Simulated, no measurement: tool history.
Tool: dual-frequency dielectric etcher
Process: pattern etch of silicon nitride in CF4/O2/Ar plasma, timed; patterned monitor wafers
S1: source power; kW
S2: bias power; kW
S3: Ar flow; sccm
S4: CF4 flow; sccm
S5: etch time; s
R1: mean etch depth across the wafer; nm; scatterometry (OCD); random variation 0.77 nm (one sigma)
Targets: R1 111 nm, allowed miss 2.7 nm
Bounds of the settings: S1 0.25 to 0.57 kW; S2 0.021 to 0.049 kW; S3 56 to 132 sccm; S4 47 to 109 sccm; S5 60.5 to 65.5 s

| run | hour | S1 | S2 | S3 | S4 | S5 | R1 |
|---|---|---|---|---|---|---|---|
| 1 | 0 | 0.41 | 0.035 | 94 | 78 | 65.5 | 84.166 |
| 2 | 2 | 0.36 | 0.035 | 94 | 78 | 65.5 | 75.323 |
| 3 | 7.5 | 0.36 | 0.035 | 82 | 78 | 65.5 | 75.823 |
| 4 | 10.2 | 0.4 | 0.035 | 82 | 78 | 65.5 | 83.683 |
| 5 | 14.4 | 0.43 | 0.035 | 82 | 78 | 65.5 | 87.82 |
| 6 | 16.5 | 0.43 | 0.035 | 97 | 78 | 65.5 | 86.51 |
| 7 | 21.4 | 0.46 | 0.035 | 97 | 78 | 65.5 | 91.707 |
| 8 | 23.6 | 0.48 | 0.035 | 97 | 78 | 65.5 | 95.052 |
| 9 | 25.6 | 0.5 | 0.035 | 97 | 78 | 65.5 | 97.762 |
| 10 | 30.7 | 0.52 | 0.035 | 97 | 78 | 65.5 | 100.52 |
| 11 | 37.4 | 0.53 | 0.035 | 97 | 78 | 65.5 | 100.87 |
| 12 | 41.4 | 0.54 | 0.036 | 97 | 79 | 65.5 | 105.55 |
| 13 | 50.3 | 0.55 | 0.036 | 97 | 79 | 65.5 | 107.27 |

4 next moves are on the table. One of them brings every result within its allowed miss. Which?
| A | 59.2 | 0.5 | 0.039 | 113 | 90 | 65.5 | ? |
| B | 59.2 | 0.54 | 0.037 | 110 | 72 | 65.5 | ? |
| C | 59.2 | 0.55 | 0.044 | 87 | 88 | 60.5 | ? |
| D | 59.2 | 0.57 | 0.035 | 101 | 74 | 63.5 | ? |

| move | R1 |
|---|---|
| A | 102.36 |
| B | 102.95 |
| C | 110.84 |
| D | 103.06 |
A: further off than the last run
B: further off than the last run
C: meets every target
D: further off than the last run
The right move is C.
